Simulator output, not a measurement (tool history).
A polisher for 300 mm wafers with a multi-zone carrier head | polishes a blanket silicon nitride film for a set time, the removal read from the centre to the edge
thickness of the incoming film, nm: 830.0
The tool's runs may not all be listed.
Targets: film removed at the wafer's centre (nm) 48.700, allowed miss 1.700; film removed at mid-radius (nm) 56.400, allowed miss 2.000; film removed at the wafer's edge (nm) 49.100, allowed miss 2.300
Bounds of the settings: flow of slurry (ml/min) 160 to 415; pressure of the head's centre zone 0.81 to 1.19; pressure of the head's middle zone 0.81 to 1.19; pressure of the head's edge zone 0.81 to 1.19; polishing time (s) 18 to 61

run  hour  flow of slurry (ml/min)  pressure of the head's centre zone  pressure of the head's middle zone  pressure of the head's edge zone  polishing time (s)  film removed at the wafer's centre (nm)  film removed at mid-radius (nm)  film removed at the wafer's edge (nm)
  1   0.0                      265                                1.00                                1.00                              1.00                  39                                   57.703                           60.165                                 57.578
  2   4.0                      265                                1.08                                1.00                              1.00                  39                                   63.520                           60.416                                 57.890
  3  10.6                      295                                1.08                                1.00                              1.00                  39                                   62.798                           61.672                                 58.136
  4  17.6                      295                                1.05                                1.00                              0.98                  38                                   59.664                           59.657                                 56.043
  5  20.3                      295                                1.05                                1.00                              0.98                  29                                   46.896                           45.486                                 42.096
  6  29.1                      300                                1.04                                1.02                              1.00                  29                                   45.623                           46.125                                 42.874
  7  30.0                      305                                1.04                                1.04                              1.01                  30                                   47.900                           48.680                                 45.246
  8  38.5                      310                                1.04                                1.06                              1.01                  30                                   48.373                           49.143                                 44.707
  9  42.1                      310                                0.96                                1.16                              1.11                  33                                   48.971                           57.470                                 53.095
 10  45.2                      310                                0.96                                1.16                              1.10                  33                                   47.958                           58.432                                 53.288
 11  51.4                      310                                0.97                                1.16                              1.09                  33                                   48.128                           58.799                                 51.313

4 next moves are on the table. One of them brings every result within its allowed miss. Which?
  A  57.6                      315                                0.99                                1.14                              1.04                  32                                        ?                                ?                                      ?
  B  57.6                      365                                0.91                                1.19                              0.94                  34                                        ?                                ?                                      ?
  C  57.6                      300                                0.93                                1.18                              1.08                  32                                        ?                                ?                                      ?
  D  57.6                      200                                0.94                                1.12                              1.11                  32                                        ?                                ?                                      ?

move  film removed at the wafer's centre (nm)  film removed at mid-radius (nm)  film removed at the wafer's edge (nm)
   A                                   48.066                           56.957                                 48.938
   B                                   47.595                           63.612                                 49.986
   C                                   44.910                           58.395                                 49.662
   D                                   42.953                           53.174                                 48.569
A: meets every target
B: further off than the last run
C: brings the result that was furthest off to its target, and leaves another outside
D: takes the result that was furthest off past its target
Answer: A
